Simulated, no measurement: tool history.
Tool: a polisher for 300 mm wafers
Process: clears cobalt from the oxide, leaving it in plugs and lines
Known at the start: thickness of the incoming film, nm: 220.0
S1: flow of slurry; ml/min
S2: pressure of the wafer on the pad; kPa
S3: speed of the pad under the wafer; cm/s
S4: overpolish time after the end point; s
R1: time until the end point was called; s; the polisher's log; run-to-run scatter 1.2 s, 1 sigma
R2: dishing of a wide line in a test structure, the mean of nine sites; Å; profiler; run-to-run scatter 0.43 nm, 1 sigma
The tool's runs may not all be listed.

run    day   S1    S2   S3  S4      R1      R2
  1      0  175  14.5  128  17  39.883   375.2
  2  0.146  175  14.5  150  17  36.058  388.18
  3  0.521  180  13.1  134  15  42.103  348.52
  4  0.633  180  13.1  150  15  37.902  368.24
  5  0.888  180  10.3  150  15  47.397  347.41
  6  1.179  190   9.7  140  13  53.635     316
  7   1.35  190     9  136  11  58.515   265.1

Expected results for the next run?
  8  1.508  190  8.3  132  11   ?   ?

Logged for run 8: R1 64.75 s, R2 251.64 Å.

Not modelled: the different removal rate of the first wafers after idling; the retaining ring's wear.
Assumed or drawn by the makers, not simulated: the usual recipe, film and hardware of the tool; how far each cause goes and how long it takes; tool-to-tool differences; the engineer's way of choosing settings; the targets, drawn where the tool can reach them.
